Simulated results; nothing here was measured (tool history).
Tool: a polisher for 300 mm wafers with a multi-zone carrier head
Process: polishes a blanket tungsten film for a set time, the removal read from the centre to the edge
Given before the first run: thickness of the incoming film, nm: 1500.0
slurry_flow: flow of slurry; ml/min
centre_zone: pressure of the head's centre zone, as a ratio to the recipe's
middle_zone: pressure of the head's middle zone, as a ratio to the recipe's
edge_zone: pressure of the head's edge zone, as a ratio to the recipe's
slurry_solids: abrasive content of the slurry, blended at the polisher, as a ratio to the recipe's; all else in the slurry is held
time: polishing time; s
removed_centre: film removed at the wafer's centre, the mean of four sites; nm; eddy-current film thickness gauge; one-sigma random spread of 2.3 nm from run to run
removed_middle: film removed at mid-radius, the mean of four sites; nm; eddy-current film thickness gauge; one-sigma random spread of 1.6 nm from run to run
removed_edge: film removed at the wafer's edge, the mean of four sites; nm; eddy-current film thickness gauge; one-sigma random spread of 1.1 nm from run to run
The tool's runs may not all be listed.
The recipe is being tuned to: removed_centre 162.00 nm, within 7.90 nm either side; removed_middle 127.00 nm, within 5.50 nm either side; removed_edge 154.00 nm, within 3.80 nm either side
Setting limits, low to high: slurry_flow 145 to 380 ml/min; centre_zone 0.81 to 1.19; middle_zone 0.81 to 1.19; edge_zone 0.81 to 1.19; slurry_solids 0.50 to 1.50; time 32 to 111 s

run	hour	slurry_flow	centre_zone	middle_zone	edge_zone	slurry_solids	time	removed_centre	removed_middle	removed_edge
1	0.0	245	1.00	1.00	1.00	1.00	71	203.46	200.44	204.16
2	5.3	245	1.00	1.00	1.00	1.00	79	223.82	227.16	229.29
3	6.7	245	1.00	1.00	1.00	1.00	63	180.27	180.56	182.14
4	11.9	230	1.02	0.94	1.00	0.85	62	176.01	158.98	171.65
5	18.2	280	1.02	0.94	1.00	0.85	62	176.94	162.08	175.57
6	23.2	280	0.94	0.94	1.00	0.85	62	170.47	160.78	175.16
7	27.2	270	0.95	0.90	0.98	0.75	62	159.99	153.04	170.82
8	32.1	270	1.01	0.87	0.98	0.65	61	162.46	143.08	161.05
9	34.6	265	1.03	0.85	1.00	0.60	61	161.78	138.68	159.73
10	40.9	260	1.05	0.84	1.02	0.55	61	164.07	134.59	158.70
11	49.4	255	1.06	0.83	1.02	0.55	61	161.31	133.11	155.95
12	56.5	255	1.07	0.82	1.04	0.55	61	165.49	132.12	160.26
13	57.4	245	1.08	0.82	1.04	0.55	61	168.76	130.33	159.60
14	65.5	240	1.07	0.82	1.03	0.55	61	161.33	125.84	158.97

5 next moves are on the table. One of them brings every result within its allowed miss. Which?
A	73.6	335	1.13	0.95	0.98	0.60	54	?	?	?
B	73.6	275	1.09	0.83	1.00	0.65	62	?	?	?
C	73.6	285	1.14	0.86	1.14	0.70	53	?	?	?
D	73.6	275	1.11	0.91	1.00	0.75	54	?	?	?
E	73.6	380	1.18	0.88	0.99	0.65	57	?	?	?

move	removed_centre	removed_middle	removed_edge
A	154.12	138.77	140.42
B	170.78	142.31	163.48
C	154.76	127.55	151.44
D	155.75	137.73	146.51
E	173.52	141.02	152.63
A: moves the result that the last run missed by most past its target, out the other side
B: moves away from the targets compared with the last run
C: all results land within tolerance of their targets
D: moves the result that the last run missed by most past its target, out the other side
E: corrects the largest miss of the last run, while another result sits out of spec
The move that meets every target is C.
